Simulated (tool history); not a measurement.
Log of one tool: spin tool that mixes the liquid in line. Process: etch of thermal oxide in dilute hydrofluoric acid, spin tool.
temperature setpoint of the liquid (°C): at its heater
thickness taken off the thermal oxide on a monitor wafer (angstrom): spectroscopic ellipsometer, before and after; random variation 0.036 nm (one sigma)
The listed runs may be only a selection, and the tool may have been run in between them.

| run | hour | temperature setpoint of the liquid (°C) | parts of water to one part of 49 % hydrofluoric acid (parts by volume) | time under the liquid (s) | thickness taken off the thermal oxide on a monitor wafer (angstrom) |
|---|---|---|---|---|---|
| 1 | 0 | 24 | 50 | 60 | 62.751 |
| 2 | 1.5 | 22 | 55 | 60 | 52.051 |
| 3 | 6.3 | 22 | 45 | 60 | 65.594 |
| 4 | 11.4 | 20.5 | 50 | 60 | 53.587 |
| 5 | 18.1 | 20.5 | 40 | 60 | 70.058 |
| 6 | 26.2 | 19.5 | 45 | 60 | 57.804 |
| 7 | 27.3 | 18.5 | 50 | 60 | 51.074 |

Run 8, settings as shown, results not yet in. Your forecast:
| 8 | 31.8 | 18 | 55 | 60 | ? |

thickness taken off the thermal oxide on a monitor wafer (angstrom): 44.016
